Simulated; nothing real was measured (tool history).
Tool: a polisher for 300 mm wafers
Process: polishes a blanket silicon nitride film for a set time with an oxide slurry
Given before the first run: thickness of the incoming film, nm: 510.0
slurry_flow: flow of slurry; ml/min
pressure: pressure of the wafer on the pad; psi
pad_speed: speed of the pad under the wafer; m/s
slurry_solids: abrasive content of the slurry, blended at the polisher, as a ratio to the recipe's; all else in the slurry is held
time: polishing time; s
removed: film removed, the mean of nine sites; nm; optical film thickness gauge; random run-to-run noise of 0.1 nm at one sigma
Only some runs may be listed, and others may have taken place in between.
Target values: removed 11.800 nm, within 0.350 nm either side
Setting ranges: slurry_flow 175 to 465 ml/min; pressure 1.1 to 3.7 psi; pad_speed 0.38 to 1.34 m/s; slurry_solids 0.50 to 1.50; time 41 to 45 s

| run | hour | slurry_flow | pressure | pad_speed | slurry_solids | time | removed |
|---|---|---|---|---|---|---|---|
| 1 | 0.0 | 295 | 2.4 | 0.86 | 1.00 | 45 | 16.581 |
| 2 | 5.5 | 235 | 2.4 | 0.86 | 1.00 | 45 | 16.451 |
| 3 | 11.5 | 235 | 2.2 | 0.86 | 1.00 | 45 | 15.395 |
| 4 | 15.4 | 235 | 2.0 | 0.86 | 1.00 | 45 | 14.300 |
| 5 | 20.3 | 235 | 1.9 | 0.86 | 1.00 | 45 | 13.878 |
| 6 | 23.7 | 235 | 1.8 | 0.86 | 1.00 | 45 | 13.200 |
| 7 | 25.7 | 235 | 1.7 | 0.86 | 1.00 | 45 | 12.619 |
| 8 | 32.2 | 235 | 1.7 | 0.86 | 1.00 | 45 | 12.583 |

Next run, 4 choices. One meets every target within its allowed miss, the rest don't. Which?
| A | 38.7 | 215 | 1.8 | 0.82 | 1.00 | 45 | ? |
| B | 38.7 | 270 | 1.7 | 0.94 | 0.95 | 42 | ? |
| C | 38.7 | 300 | 1.6 | 1.10 | 1.05 | 41 | ? |
| D | 38.7 | 245 | 1.6 | 0.94 | 1.00 | 41 | ? |

| move | removed |
|---|---|
| A | 12.631 |
| B | 12.390 |
| C | 13.800 |
| D | 11.797 |
A: moves away from the targets compared with the last run
B: nearer the targets than the last run, but a result is still out of spec
C: moves away from the targets compared with the last run
D: meets every target
D meets every target.

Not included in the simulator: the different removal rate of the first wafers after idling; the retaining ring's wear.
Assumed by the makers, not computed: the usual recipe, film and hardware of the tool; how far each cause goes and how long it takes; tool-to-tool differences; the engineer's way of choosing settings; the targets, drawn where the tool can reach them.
